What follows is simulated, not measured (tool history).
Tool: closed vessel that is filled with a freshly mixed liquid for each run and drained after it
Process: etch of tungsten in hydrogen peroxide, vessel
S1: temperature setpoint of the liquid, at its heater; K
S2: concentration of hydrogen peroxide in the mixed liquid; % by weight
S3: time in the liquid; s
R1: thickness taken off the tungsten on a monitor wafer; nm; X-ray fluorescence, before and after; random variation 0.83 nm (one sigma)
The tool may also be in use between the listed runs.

Run 1, day 0.000: S1 326.15 K, S2 17.5 % by weight, S3 105 s. Result: R1 123.42 nm.
Run 2, day 0.058: S1 330.65 K, S2 17.5 % by weight, S3 105 s. Result: R1 160.09 nm.
Run 3, day 0.271: S1 330.65 K, S2 17.5 % by weight, S3 110 s. Result: R1 166.93 nm.
Run 4, day 0.538: S1 330.65 K, S2 16.0 % by weight, S3 110 s. Result: R1 159.15 nm.
Run 5, day 0.800: S1 328.65 K, S2 16.0 % by weight, S3 110 s. Result: R1 142.86 nm.
Run 6, day 1.121: S1 327.15 K, S2 16.0 % by weight, S3 110 s. Result: R1 131.04 nm.
Run 7, day 1.196: S1 326.15 K, S2 16.0 % by weight, S3 110 s. Result: R1 122.96 nm.
Run 8, day 1.512: S1 325.65 K, S2 16.0 % by weight, S3 110 s. Result: R1 119.67 nm.
Run 9, day 1.812: S1 325.15 K, S2 16.0 % by weight, S3 110 s. Result: R1 114.57 nm.

Forecast run 10:
Run 10, day 1.967: S1 324.65 K, S2 16.0 % by weight, S3 110 s. Result: R1 ?.

R1: 111.48 nm
